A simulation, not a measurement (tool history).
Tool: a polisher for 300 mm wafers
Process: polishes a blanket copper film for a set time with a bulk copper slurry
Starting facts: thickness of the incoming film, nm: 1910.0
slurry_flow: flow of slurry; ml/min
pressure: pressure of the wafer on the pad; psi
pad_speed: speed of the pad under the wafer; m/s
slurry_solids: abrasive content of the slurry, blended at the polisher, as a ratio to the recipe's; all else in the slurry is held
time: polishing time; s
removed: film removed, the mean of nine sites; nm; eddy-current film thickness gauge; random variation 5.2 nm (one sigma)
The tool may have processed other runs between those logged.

run,day,slurry_flow,pressure,pad_speed,slurry_solids,time,removed
1,0.000,175,3.3,0.92,1.0,96,1076.1
2,0.258,170,3.2,0.92,1.0,96,1054.3
3,0.579,170,3.2,0.92,1.0,100,1087.2
4,0.817,170,3.9,0.92,1.0,100,1263.5
5,1.017,170,3.9,0.92,1.0,100,1261.8
6,1.233,165,3.6,0.92,1.0,100,1170.0
# day 1.496: slurry nozzle cleaned
7,1.496,165,3.6,0.92,1.0,100,1264.4
8,1.800,180,3.5,0.92,1.0,100,1238.4

The next listed run, before its measurement:
9,1.983,170,3.4,0.92,1.0,100,?

removed: 1194.1 nm
